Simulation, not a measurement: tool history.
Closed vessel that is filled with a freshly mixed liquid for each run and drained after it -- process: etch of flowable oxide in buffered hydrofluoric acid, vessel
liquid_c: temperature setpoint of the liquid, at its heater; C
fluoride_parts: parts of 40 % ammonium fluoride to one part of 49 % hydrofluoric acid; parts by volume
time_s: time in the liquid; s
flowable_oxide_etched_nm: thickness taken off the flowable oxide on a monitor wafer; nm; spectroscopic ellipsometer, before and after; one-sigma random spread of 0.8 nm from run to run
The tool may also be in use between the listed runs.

run 1 hour=0.0 | liquid_c=20.0 fluoride_parts=14.5 time_s=100 | flowable_oxide_etched_nm=158.46
run 2 hour=7.7 | liquid_c=21.5 fluoride_parts=14.5 time_s=100 | flowable_oxide_etched_nm=175.06
run 3 hour=16.3 | liquid_c=20.0 fluoride_parts=16.0 time_s=100 | flowable_oxide_etched_nm=147.13
run 4 hour=22.8 | liquid_c=20.0 fluoride_parts=19.5 time_s=100 | flowable_oxide_etched_nm=120.17
run 5 hour=24.7 | liquid_c=19.0 fluoride_parts=20.0 time_s=100 | flowable_oxide_etched_nm=111.41
run 6 hour=31.5 | liquid_c=19.0 fluoride_parts=20.0 time_s=100 | flowable_oxide_etched_nm=110.82
run 7 hour=39.9 | liquid_c=18.5 fluoride_parts=20.5 time_s=100 | flowable_oxide_etched_nm=106.58

Run 8, settings as shown, results not yet in. Your forecast:
run 8 hour=43.8 | liquid_c=18.0 fluoride_parts=21.0 time_s=100 | flowable_oxide_etched_nm=?

Logged for run 8: flowable_oxide_etched_nm 101.87 nm.
